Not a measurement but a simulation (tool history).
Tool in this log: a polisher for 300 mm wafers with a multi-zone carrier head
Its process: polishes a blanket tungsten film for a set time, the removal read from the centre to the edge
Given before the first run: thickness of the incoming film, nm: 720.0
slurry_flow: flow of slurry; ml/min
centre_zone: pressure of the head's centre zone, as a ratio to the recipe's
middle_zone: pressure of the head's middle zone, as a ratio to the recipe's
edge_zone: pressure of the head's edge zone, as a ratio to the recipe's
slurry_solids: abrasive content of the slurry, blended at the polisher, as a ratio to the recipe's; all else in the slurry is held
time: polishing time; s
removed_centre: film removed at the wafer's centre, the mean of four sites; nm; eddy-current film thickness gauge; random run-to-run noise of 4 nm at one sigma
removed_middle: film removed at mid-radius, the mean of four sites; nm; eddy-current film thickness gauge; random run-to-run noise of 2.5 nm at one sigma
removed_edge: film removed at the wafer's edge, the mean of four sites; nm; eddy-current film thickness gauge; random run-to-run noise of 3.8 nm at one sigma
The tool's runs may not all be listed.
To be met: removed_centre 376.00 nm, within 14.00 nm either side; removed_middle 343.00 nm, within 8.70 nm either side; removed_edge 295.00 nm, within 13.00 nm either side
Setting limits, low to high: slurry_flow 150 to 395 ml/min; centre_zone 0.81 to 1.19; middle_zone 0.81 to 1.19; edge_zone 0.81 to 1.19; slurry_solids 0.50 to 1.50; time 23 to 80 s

Run 1, day 0.000: slurry_flow 250 ml/min, centre_zone 1.00, middle_zone 1.00, edge_zone 1.00, slurry_solids 1.00, time 51 s. Result: removed_centre 223.45 nm, removed_middle 218.73 nm, removed_edge 214.08 nm.
Run 2, day 0.208: slurry_flow 265 ml/min, centre_zone 1.04, middle_zone 1.04, edge_zone 1.01, slurry_solids 1.10, time 53 s. Result: removed_centre 253.57 nm, removed_middle 247.79 nm, removed_edge 228.76 nm.
Run 3, day 0.279: slurry_flow 265 ml/min, centre_zone 0.99, middle_zone 1.04, edge_zone 1.01, slurry_solids 1.10, time 53 s. Result: removed_centre 237.69 nm, removed_middle 243.32 nm, removed_edge 228.68 nm.
Run 4, day 0.646: slurry_flow 265 ml/min, centre_zone 0.99, middle_zone 1.04, edge_zone 1.09, slurry_solids 1.10, time 53 s. Result: removed_centre 236.89 nm, removed_middle 243.27 nm, removed_edge 236.68 nm.
Run 5, day 0.867: slurry_flow 265 ml/min, centre_zone 0.99, middle_zone 1.04, edge_zone 1.09, slurry_solids 1.10, time 59 s. Result: removed_centre 262.36 nm, removed_middle 270.36 nm, removed_edge 263.39 nm.
Run 6, day 0.971: slurry_flow 280 ml/min, centre_zone 1.04, middle_zone 1.06, edge_zone 1.10, slurry_solids 1.15, time 59 s. Result: removed_centre 278.76 nm, removed_middle 280.02 nm, removed_edge 275.39 nm.
Run 7, day 1.262: slurry_flow 285 ml/min, centre_zone 1.08, middle_zone 1.07, edge_zone 1.06, slurry_solids 1.25, time 59 s. Result: removed_centre 298.72 nm, removed_middle 288.78 nm, removed_edge 270.87 nm.
Run 8, day 1.583: slurry_flow 295 ml/min, centre_zone 1.11, middle_zone 1.08, edge_zone 1.05, slurry_solids 1.30, time 60 s. Result: removed_centre 315.02 nm, removed_middle 300.78 nm, removed_edge 281.26 nm.
Run 9, day 1.817: slurry_flow 300 ml/min, centre_zone 1.13, middle_zone 1.09, edge_zone 1.03, slurry_solids 1.35, time 61 s. Result: removed_centre 327.32 nm, removed_middle 314.11 nm, removed_edge 287.91 nm.
Run 10, day 1.950: slurry_flow 305 ml/min, centre_zone 1.14, middle_zone 1.09, edge_zone 1.00, slurry_solids 1.40, time 62 s. Result: removed_centre 349.06 nm, removed_middle 321.95 nm, removed_edge 291.82 nm.

Of the 5 settings listed for the next run, only one would bring every result within its allowed miss of target. Which one?
Run A, day 2.083: slurry_flow 290 ml/min, centre_zone 1.17, middle_zone 1.07, edge_zone 1.01, slurry_solids 1.50, time 59 s. Result: removed_centre ?, removed_middle ?, removed_edge ?.
Run B, day 2.083: slurry_flow 370 ml/min, centre_zone 1.04, middle_zone 1.06, edge_zone 1.10, slurry_solids 1.30, time 63 s. Result: removed_centre ?, removed_middle ?, removed_edge ?.
Run C, day 2.083: slurry_flow 335 ml/min, centre_zone 1.07, middle_zone 1.14, edge_zone 0.97, slurry_solids 1.45, time 60 s. Result: removed_centre ?, removed_middle ?, removed_edge ?.
Run D, day 2.083: slurry_flow 290 ml/min, centre_zone 1.05, middle_zone 1.08, edge_zone 1.15, slurry_solids 1.50, time 60 s. Result: removed_centre ?, removed_middle ?, removed_edge ?.
Run E, day 2.083: slurry_flow 335 ml/min, centre_zone 1.18, middle_zone 1.11, edge_zone 0.93, slurry_solids 1.40, time 65 s. Result: removed_centre ?, removed_middle ?, removed_edge ?.

move  removed_centre  removed_middle  removed_edge
   A          344.22          305.63        285.21
   B          322.19          316.27        308.93
   C          322.97          328.71        283.77
   D          316.49          313.41        309.49
   E          379.34          344.31        298.42
A: moves away from the targets compared with the last run
B: moves away from the targets compared with the last run
C: moves away from the targets compared with the last run
D: moves away from the targets compared with the last run
E: every result within its allowed miss
So the answer is move E, the one that meets all the targets.
